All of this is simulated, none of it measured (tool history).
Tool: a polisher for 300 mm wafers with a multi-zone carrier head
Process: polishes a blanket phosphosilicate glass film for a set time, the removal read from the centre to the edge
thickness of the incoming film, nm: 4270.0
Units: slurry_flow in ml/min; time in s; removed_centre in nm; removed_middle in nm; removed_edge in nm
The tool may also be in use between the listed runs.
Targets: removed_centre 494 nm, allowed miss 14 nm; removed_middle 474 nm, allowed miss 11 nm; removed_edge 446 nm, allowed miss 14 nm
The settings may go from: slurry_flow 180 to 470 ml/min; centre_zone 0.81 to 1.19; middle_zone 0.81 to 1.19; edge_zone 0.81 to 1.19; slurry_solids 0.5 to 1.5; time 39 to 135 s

run 1 hour=0 | slurry_flow=300 centre_zone=1 middle_zone=1 edge_zone=1 slurry_solids=1 time=87 | removed_centre=766.97 removed_middle=767.2 removed_edge=749.8
run 2 hour=8.9 | slurry_flow=300 centre_zone=1 middle_zone=1 edge_zone=1 slurry_solids=1 time=98 | removed_centre=868.71 removed_middle=864.88 removed_edge=841.52
run 3 hour=10.6 | slurry_flow=300 centre_zone=1 middle_zone=0.99 edge_zone=0.98 slurry_solids=0.95 time=95 | removed_centre=816.87 removed_middle=819.32 removed_edge=804.44
run 4 hour=14.9 | slurry_flow=300 centre_zone=1.01 middle_zone=0.99 edge_zone=0.97 slurry_solids=0.9 time=91 | removed_centre=781.88 removed_middle=774.9 removed_edge=753.35
run 5 hour=20.8 | slurry_flow=300 centre_zone=1.01 middle_zone=0.99 edge_zone=0.97 slurry_solids=0.9 time=108 | removed_centre=944.33 removed_middle=905.78 removed_edge=879.61
run 6 hour=27.7 | slurry_flow=300 centre_zone=1.01 middle_zone=1.07 edge_zone=0.97 slurry_solids=0.9 time=108 | removed_centre=927.31 removed_middle=973.53 removed_edge=889.02
run 7 hour=35.2 | slurry_flow=300 centre_zone=1.01 middle_zone=1.06 edge_zone=0.96 slurry_solids=0.85 time=103 | removed_centre=875.12 removed_middle=907.22 removed_edge=822.58
run 8 hour=37.1 | slurry_flow=300 centre_zone=1.01 middle_zone=1.05 edge_zone=0.95 slurry_solids=0.8 time=99 | removed_centre=821.99 removed_middle=849.67 removed_edge=772.64
run 9 hour=43.3 | slurry_flow=295 centre_zone=1.02 middle_zone=0.95 edge_zone=0.85 slurry_solids=0.55 time=75 | removed_centre=575.5 removed_middle=544.42 removed_edge=511.77
run 10 hour=49.3 | slurry_flow=295 centre_zone=1.02 middle_zone=0.95 edge_zone=0.85 slurry_solids=0.55 time=74 | removed_centre=563.67 removed_middle=531.3 removed_edge=510.45
run 11 hour=52.8 | slurry_flow=270 centre_zone=1.01 middle_zone=0.96 edge_zone=0.81 slurry_solids=0.5 time=65 | removed_centre=468.7 removed_middle=459.06 removed_edge=422.19
run 12 hour=55.4 | slurry_flow=275 centre_zone=1.01 middle_zone=0.96 edge_zone=0.81 slurry_solids=0.5 time=65 | removed_centre=473.87 removed_middle=465.45 removed_edge=430.62
run 13 hour=62.5 | slurry_flow=280 centre_zone=1.01 middle_zone=0.96 edge_zone=0.81 slurry_solids=0.5 time=65 | removed_centre=474.57 removed_middle=457.29 removed_edge=432.5
run 14 hour=66.7 | slurry_flow=285 centre_zone=1.01 middle_zone=0.96 edge_zone=0.81 slurry_solids=0.5 time=65 | removed_centre=486.05 removed_middle=461.49 removed_edge=427.84
run 15 hour=67.6 | slurry_flow=285 centre_zone=1.01 middle_zone=0.96 edge_zone=0.82 slurry_solids=0.5 time=65 | removed_centre=482.84 removed_middle=453.65 removed_edge=430.1

Which of these 5 next moves meets every target?
run A hour=68.5 | slurry_flow=280 centre_zone=1.11 middle_zone=0.96 edge_zone=0.87 slurry_solids=0.5 time=63 | removed_centre=? removed_middle=? removed_edge=?
run B hour=68.5 | slurry_flow=350 centre_zone=1.04 middle_zone=0.88 edge_zone=0.88 slurry_solids=0.55 time=61 | removed_centre=? removed_middle=? removed_edge=?
run C hour=68.5 | slurry_flow=310 centre_zone=1.02 middle_zone=1.04 edge_zone=0.81 slurry_solids=0.5 time=61 | removed_centre=? removed_middle=? removed_edge=?
run D hour=68.5 | slurry_flow=250 centre_zone=1.04 middle_zone=0.94 edge_zone=0.85 slurry_solids=0.5 time=65 | removed_centre=? removed_middle=? removed_edge=?
run E hour=68.5 | slurry_flow=330 centre_zone=1.03 middle_zone=0.99 edge_zone=0.89 slurry_solids=0.5 time=64 | removed_centre=? removed_middle=? removed_edge=?

move=A removed_centre=502.38 removed_middle=445.88 removed_edge=428.22
move=B removed_centre=482.94 removed_middle=420.48 removed_edge=433.97
move=C removed_centre=459.02 removed_middle=467.33 removed_edge=407.48
move=D removed_centre=483.02 removed_middle=445.76 removed_edge=433.61
move=E removed_centre=488.71 removed_middle=473.18 removed_edge=444.3
A: further off than the last run
B: further off than the last run
C: brings the result that was furthest off to its target, and leaves another outside
D: further off than the last run
E: meets every target
Move E is the one to make.
